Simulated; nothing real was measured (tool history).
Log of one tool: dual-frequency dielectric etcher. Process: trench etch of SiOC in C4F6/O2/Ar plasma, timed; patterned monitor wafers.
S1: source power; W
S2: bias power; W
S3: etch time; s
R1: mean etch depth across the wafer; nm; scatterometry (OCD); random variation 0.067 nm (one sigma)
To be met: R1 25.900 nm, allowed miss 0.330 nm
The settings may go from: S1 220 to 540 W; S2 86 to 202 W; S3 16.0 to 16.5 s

Run 1, hour 0.0: S1 380 W, S2 144 W, S3 16.0 s. Result: R1 32.890 nm.
Run 2, hour 6.7: S1 380 W, S2 120 W, S3 16.0 s. Result: R1 31.651 nm.
Run 3, hour 8.7: S1 340 W, S2 115 W, S3 16.0 s. Result: R1 29.960 nm.
Run 4, hour 11.0: S1 310 W, S2 113 W, S3 16.0 s. Result: R1 28.482 nm.
Run 5, hour 19.7: S1 340 W, S2 113 W, S3 16.0 s. Result: R1 29.718 nm.
Run 6, hour 26.0: S1 340 W, S2 123 W, S3 16.0 s. Result: R1 30.424 nm.
Run 7, hour 26.9: S1 340 W, S2 123 W, S3 16.0 s. Result: R1 30.283 nm.
Run 8, hour 33.6: S1 310 W, S2 121 W, S3 16.0 s. Result: R1 28.888 nm.
Run 9, hour 35.7: S1 290 W, S2 120 W, S3 16.0 s. Result: R1 28.051 nm.
Run 10, hour 40.8: S1 280 W, S2 120 W, S3 16.0 s. Result: R1 27.498 nm.
Run 11, hour 41.9: S1 270 W, S2 120 W, S3 16.0 s. Result: R1 27.196 nm.
Run 12, hour 49.4: S1 260 W, S2 120 W, S3 16.0 s. Result: R1 26.720 nm.

4 next moves are on the table. One of them brings every result within its allowed miss. Which?
Run A, hour 56.9: S1 230 W, S2 118 W, S3 16.0 s. Result: R1 ?.
Run B, hour 56.9: S1 220 W, S2 155 W, S3 16.5 s. Result: R1 ?.
Run C, hour 56.9: S1 280 W, S2 86 W, S3 16.0 s. Result: R1 ?.
Run D, hour 56.9: S1 260 W, S2 119 W, S3 16.5 s. Result: R1 ?.

move      R1
   A  25.114
   B  26.971
   C  25.927
   D  27.506
A: takes the result that was furthest off past its target
B: further off than the last run
C: meets every target
D: further off than the last run
Move C is the one to make.
